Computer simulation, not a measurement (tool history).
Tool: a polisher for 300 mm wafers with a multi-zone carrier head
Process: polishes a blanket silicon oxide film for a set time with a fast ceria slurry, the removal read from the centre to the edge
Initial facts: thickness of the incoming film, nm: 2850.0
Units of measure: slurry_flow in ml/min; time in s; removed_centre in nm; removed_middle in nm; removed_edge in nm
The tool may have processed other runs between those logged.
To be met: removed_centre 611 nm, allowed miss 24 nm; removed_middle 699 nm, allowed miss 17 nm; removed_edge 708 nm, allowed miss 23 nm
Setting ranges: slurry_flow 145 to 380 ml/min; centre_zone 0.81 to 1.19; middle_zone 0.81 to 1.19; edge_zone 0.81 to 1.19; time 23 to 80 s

run    day  slurry_flow  centre_zone  middle_zone  edge_zone  time  removed_centre  removed_middle  removed_edge
  1      0          245            1            1          1    51          848.57          877.86        850.95
  2  0.088          245            1         0.96          1    51           847.8          839.73        853.55
  3  0.329          245            1         0.96          1    40          647.36          663.45        673.48
  4  0.471          245         1.08         0.96          1    40          708.08          653.07        674.11
  5  0.683          245         1.02         0.96          1    40          675.51          656.05        676.15
  6  0.896          275         1.02         0.96          1    40          681.57          677.86        668.44
  7  0.967          270            1         0.96       1.01    40          664.96          670.94        676.03
  8  1.146          270         0.99         0.96       1.02    40          658.01          671.14        684.56
  9  1.379          270         0.98         0.96       1.03    40          639.83          663.58        687.61

Pick the move, out of 4, that brings all results within their allowed miss; only one does.
  A  1.612          330         0.95         1.03       0.98    38               ?               ?             ?
  B  1.612          260         0.88         0.93       1.06    38               ?               ?             ?
  C  1.612          235         0.92         1.05       1.12    40               ?               ?             ?
  D  1.612          295         0.97            1       0.98    41               ?               ?             ?

move  removed_centre  removed_middle  removed_edge
   A          613.29          677.38        652.62
   B          562.35          614.73        668.41
   C          607.98          702.08        717.11
   D          666.35          708.03        699.46
A: lands further from the targets than the last run did
B: lands further from the targets than the last run did
C: all results land within tolerance of their targets
D: puts the biggest miss on target and leaves a different result outside tolerance
Move C is the one to make.
